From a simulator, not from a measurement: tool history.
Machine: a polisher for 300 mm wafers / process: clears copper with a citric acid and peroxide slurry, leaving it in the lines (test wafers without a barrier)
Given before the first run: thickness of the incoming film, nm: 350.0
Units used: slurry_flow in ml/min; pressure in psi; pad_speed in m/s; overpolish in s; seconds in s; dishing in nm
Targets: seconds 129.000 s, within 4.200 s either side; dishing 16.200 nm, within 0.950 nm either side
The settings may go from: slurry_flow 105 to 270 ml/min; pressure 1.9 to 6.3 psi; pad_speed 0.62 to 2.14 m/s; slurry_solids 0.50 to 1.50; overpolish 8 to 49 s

| run | hour | slurry_flow | pressure | pad_speed | slurry_solids | overpolish | seconds | dishing |
|---|---|---|---|---|---|---|---|---|
| 1 | 0.0 | 175 | 4.1 | 1.38 | 1.00 | 25 | 92.917 | 41.120 |
| 2 | 0.6 | 175 | 3.6 | 1.44 | 1.00 | 21 | 101.540 | 36.433 |
| 3 | 8.5 | 180 | 3.2 | 1.44 | 1.05 | 18 | 112.920 | 30.194 |
| 4 | 14.4 | 200 | 2.9 | 1.46 | 1.15 | 16 | 116.580 | 28.206 |
| 5 | 23.1 | 200 | 2.1 | 1.46 | 1.15 | 16 | 158.890 | 20.889 |
| 6 | 28.5 | 200 | 2.1 | 1.46 | 1.00 | 16 | 166.070 | 20.244 |
| 7 | 32.2 | 235 | 2.9 | 1.76 | 0.75 | 8 | 108.360 | 16.811 |
| 8 | 36.4 | 230 | 2.8 | 1.76 | 0.75 | 8 | 110.090 | 16.651 |
|  | 38.4 | slurry blender recalibrated |
| 9 | 38.4 | 230 | 2.7 | 1.76 | 0.75 | 8 | 109.040 | 16.095 |
| 10 | 41.1 | 230 | 2.6 | 1.74 | 0.80 | 9 | 112.000 | 17.923 |
| 11 | 42.5 | 225 | 2.5 | 1.74 | 0.80 | 9 | 119.320 | 17.209 |
| 12 | 46.6 | 225 | 2.4 | 1.74 | 0.80 | 9 | 121.190 | 16.806 |
| 13 | 47.3 | 210 | 2.1 | 1.74 | 0.80 | 9 | 140.960 | 14.648 |
| 14 | 49.0 | 210 | 2.1 | 1.74 | 0.80 | 9 | 138.330 | 14.879 |

Next run, 5 choices. One meets every target within its allowed miss, the rest don't. Which?
| A | 50.7 | 185 | 2.3 | 1.84 | 0.50 | 8 | ? | ? |
| B | 50.7 | 220 | 2.6 | 1.52 | 0.65 | 8 | ? | ? |
| C | 50.7 | 220 | 2.2 | 1.80 | 0.80 | 9 | ? | ? |
| D | 50.7 | 215 | 2.0 | 1.70 | 0.80 | 10 | ? | ? |
| E | 50.7 | 265 | 1.9 | 1.96 | 0.90 | 8 | ? | ? |

| move | seconds | dishing |
|---|---|---|
| A | 141.940 | 13.298 |
| B | 137.680 | 13.711 |
| C | 129.390 | 15.873 |
| D | 150.060 | 15.256 |
| E | 130.030 | 14.230 |
A: moves away from the targets compared with the last run
B: moves away from the targets compared with the last run
C: each result inside its tolerance
D: moves away from the targets compared with the last run
E: the worst result of the last run now meets its target, but another is out of spec
Correct choice: C, which meets every target

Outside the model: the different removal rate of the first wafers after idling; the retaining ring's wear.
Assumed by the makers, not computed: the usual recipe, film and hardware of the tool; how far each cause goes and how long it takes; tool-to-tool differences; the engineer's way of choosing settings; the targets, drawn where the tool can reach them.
